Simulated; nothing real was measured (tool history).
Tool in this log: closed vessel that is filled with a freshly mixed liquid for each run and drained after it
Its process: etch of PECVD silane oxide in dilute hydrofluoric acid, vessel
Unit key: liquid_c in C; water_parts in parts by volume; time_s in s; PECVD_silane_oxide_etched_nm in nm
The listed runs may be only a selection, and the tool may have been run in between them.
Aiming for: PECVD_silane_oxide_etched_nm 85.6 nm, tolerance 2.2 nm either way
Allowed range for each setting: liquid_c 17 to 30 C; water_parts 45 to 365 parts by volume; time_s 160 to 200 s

Run 1, hour 0: liquid_c 22 C, water_parts 205 parts by volume, time_s 200 s. Result: PECVD_silane_oxide_etched_nm 31.026 nm.
Run 2, hour 9: liquid_c 22 C, water_parts 205 parts by volume, time_s 200 s. Result: PECVD_silane_oxide_etched_nm 31.164 nm.
Run 3, hour 16.5: liquid_c 20.5 C, water_parts 205 parts by volume, time_s 200 s. Result: PECVD_silane_oxide_etched_nm 29.551 nm.
Run 4, hour 22.8: liquid_c 22.5 C, water_parts 180 parts by volume, time_s 200 s. Result: PECVD_silane_oxide_etched_nm 36.939 nm.
Run 5, hour 30.3: liquid_c 22.5 C, water_parts 125 parts by volume, time_s 200 s. Result: PECVD_silane_oxide_etched_nm 56.43 nm.
Run 6, hour 39: liquid_c 22.5 C, water_parts 125 parts by volume, time_s 160 s. Result: PECVD_silane_oxide_etched_nm 45.037 nm.
Run 7, hour 41.9: liquid_c 22.5 C, water_parts 125 parts by volume, time_s 160 s. Result: PECVD_silane_oxide_etched_nm 45.262 nm.
Run 8, hour 48.2: liquid_c 24 C, water_parts 110 parts by volume, time_s 160 s. Result: PECVD_silane_oxide_etched_nm 54.765 nm.
Run 9, hour 55.3: liquid_c 25 C, water_parts 105 parts by volume, time_s 160 s. Result: PECVD_silane_oxide_etched_nm 61.348 nm.
Run 10, hour 58.8: liquid_c 26 C, water_parts 105 parts by volume, time_s 160 s. Result: PECVD_silane_oxide_etched_nm 63.541 nm.
Run 11, hour 67: liquid_c 27 C, water_parts 100 parts by volume, time_s 160 s. Result: PECVD_silane_oxide_etched_nm 69.122 nm.
Run 12, hour 71.3: liquid_c 27.5 C, water_parts 100 parts by volume, time_s 160 s. Result: PECVD_silane_oxide_etched_nm 70.622 nm.
Run 13, hour 79.5: liquid_c 28 C, water_parts 100 parts by volume, time_s 160 s. Result: PECVD_silane_oxide_etched_nm 72.492 nm.
Run 14, hour 84.7: liquid_c 30 C, water_parts 80 parts by volume, time_s 160 s. Result: PECVD_silane_oxide_etched_nm 99.737 nm.
Run 15, hour 92.4: liquid_c 29.5 C, water_parts 80 parts by volume, time_s 160 s. Result: PECVD_silane_oxide_etched_nm 98.281 nm.
Run 16, hour 96.7: liquid_c 29 C, water_parts 80 parts by volume, time_s 160 s. Result: PECVD_silane_oxide_etched_nm 95.779 nm.
Run 17, hour 103.2: liquid_c 28.5 C, water_parts 80 parts by volume, time_s 160 s. Result: PECVD_silane_oxide_etched_nm 95.331 nm.
Run 18, hour 107.5: liquid_c 25 C, water_parts 80 parts by volume, time_s 160 s. Result: PECVD_silane_oxide_etched_nm 81.614 nm.
Run 19, hour 113.2: liquid_c 25 C, water_parts 80 parts by volume, time_s 160 s. Result: PECVD_silane_oxide_etched_nm 81.919 nm.

5 next moves are on the table. One of them brings every result within its allowed miss. Which?
Run A, hour 118.9: liquid_c 24.5 C, water_parts 95 parts by volume, time_s 195 s. Result: PECVD_silane_oxide_etched_nm ?.
Run B, hour 118.9: liquid_c 26 C, water_parts 80 parts by volume, time_s 160 s. Result: PECVD_silane_oxide_etched_nm ?.
Run C, hour 118.9: liquid_c 24.5 C, water_parts 90 parts by volume, time_s 180 s. Result: PECVD_silane_oxide_etched_nm ?.
Run D, hour 118.9: liquid_c 27.5 C, water_parts 110 parts by volume, time_s 200 s. Result: PECVD_silane_oxide_etched_nm ?.
Run E, hour 118.9: liquid_c 24.5 C, water_parts 85 parts by volume, time_s 165 s. Result: PECVD_silane_oxide_etched_nm ?.

move  PECVD_silane_oxide_etched_nm
   A                        80.519
   B                        84.877
   C                        78.949
   D                        78.606
   E                        77.114
A: moves away from the targets compared with the last run
B: every result lands within tolerance
C: moves away from the targets compared with the last run
D: moves away from the targets compared with the last run
E: moves away from the targets compared with the last run
The move that meets every target is B.
